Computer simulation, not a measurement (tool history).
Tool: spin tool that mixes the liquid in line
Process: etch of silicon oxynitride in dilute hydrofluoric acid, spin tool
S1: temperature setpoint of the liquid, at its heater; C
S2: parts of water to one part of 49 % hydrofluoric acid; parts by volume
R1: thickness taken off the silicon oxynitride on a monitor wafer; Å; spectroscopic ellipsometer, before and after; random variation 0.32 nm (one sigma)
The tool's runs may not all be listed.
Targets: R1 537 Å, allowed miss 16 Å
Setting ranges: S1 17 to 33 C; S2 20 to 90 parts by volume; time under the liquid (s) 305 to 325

Run 1, hour 0: S1 25 C, S2 50 parts by volume, time under the liquid (s) 305. Result: R1 208.8 Å.
Run 2, hour 1.2: S1 25 C, S2 50 parts by volume, time under the liquid (s) 305. Result: R1 211.21 Å.
Run 3, hour 4.3: S1 26 C, S2 45 parts by volume, time under the liquid (s) 305. Result: R1 248.03 Å.
Run 4, hour 6.4: S1 23 C, S2 45 parts by volume, time under the liquid (s) 305. Result: R1 213.16 Å.
Run 5, hour 12.2: S1 23 C, S2 55 parts by volume, time under the liquid (s) 305. Result: R1 172.88 Å.
Run 6, hour 14.1: S1 24 C, S2 50 parts by volume, time under the liquid (s) 305. Result: R1 200.62 Å.
Run 7, hour 19.8: S1 28 C, S2 30 parts by volume, time under the liquid (s) 305. Result: R1 413.07 Å.
Run 8, hour 23.3: S1 28.5 C, S2 30 parts by volume, time under the liquid (s) 305. Result: R1 427.56 Å.
Run 9, hour 28.6: S1 29 C, S2 30 parts by volume, time under the liquid (s) 305. Result: R1 428.37 Å.
Run 10, hour 36.5: S1 29.5 C, S2 30 parts by volume, time under the liquid (s) 305. Result: R1 442.56 Å.
Run 11, hour 40: S1 29.5 C, S2 30 parts by volume, time under the liquid (s) 305. Result: R1 439.88 Å.
Run 12, hour 43.4: S1 30 C, S2 30 parts by volume, time under the liquid (s) 305. Result: R1 451.1 Å.
Run 13, hour 52: S1 30.5 C, S2 30 parts by volume, time under the liquid (s) 305. Result: R1 462.36 Å.
Run 14, hour 56.7: S1 30.5 C, S2 30 parts by volume, time under the liquid (s) 305. Result: R1 463.17 Å.
Run 15, hour 63.5: S1 32 C, S2 30 parts by volume, time under the liquid (s) 305. Result: R1 496.07 Å.
Run 16, hour 67.3: S1 32.5 C, S2 30 parts by volume, time under the liquid (s) 305. Result: R1 503.28 Å.

Consider the 4 candidate settings below. Which is the only one whose results all fall within their allowed miss of target?
Run A, hour 71.1: S1 31 C, S2 30 parts by volume, time under the liquid (s) 305. Result: R1 ?.
Run B, hour 71.1: S1 33 C, S2 35 parts by volume, time under the liquid (s) 325. Result: R1 ?.
Run C, hour 71.1: S1 32.5 C, S2 30 parts by volume, time under the liquid (s) 325. Result: R1 ?.
Run D, hour 71.1: S1 32 C, S2 30 parts by volume, time under the liquid (s) 305. Result: R1 ?.

move      R1
   A  476.31
   B  475.14
   C  544.42
   D  499.15
A: misses by more than the last run did
B: misses by more than the last run did
C: hits every target within its allowed miss
D: misses by more than the last run did
Move C is the one to make.

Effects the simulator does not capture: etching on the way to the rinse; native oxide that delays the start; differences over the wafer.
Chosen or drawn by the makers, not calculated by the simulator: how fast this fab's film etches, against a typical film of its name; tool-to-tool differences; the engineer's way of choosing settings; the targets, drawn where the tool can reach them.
